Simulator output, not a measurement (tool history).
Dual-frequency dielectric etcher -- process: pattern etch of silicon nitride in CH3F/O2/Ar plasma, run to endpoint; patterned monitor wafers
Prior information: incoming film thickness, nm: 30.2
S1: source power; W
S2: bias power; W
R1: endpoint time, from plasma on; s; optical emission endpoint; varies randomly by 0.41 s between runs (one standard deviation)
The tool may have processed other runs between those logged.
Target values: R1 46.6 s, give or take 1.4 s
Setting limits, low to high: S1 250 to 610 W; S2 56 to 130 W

run	day	S1	S2	R1
1	0	430	93	40.076
2	0.258	410	91	40.376
3	0.317	410	103	37.817
4	0.492	480	103	35.5
5	0.692	480	88	38.921
6	0.754	450	86	40.444
7	0.888	430	84	41.127
8	1.046	410	82	42.945

Which of these 4 next moves meets every target?
A	1.204	470	90	?
B	1.204	400	81	?
C	1.204	420	72	?
D	1.204	410	83	?

move	R1
A	38.638
B	43.64
C	46.082
D	42.614
A: its largest miss is bigger than the last run's
B: nearer the targets than the last run, but a result is still out of spec
C: meets every target
D: its largest miss is bigger than the last run's
Move C is the one to make.
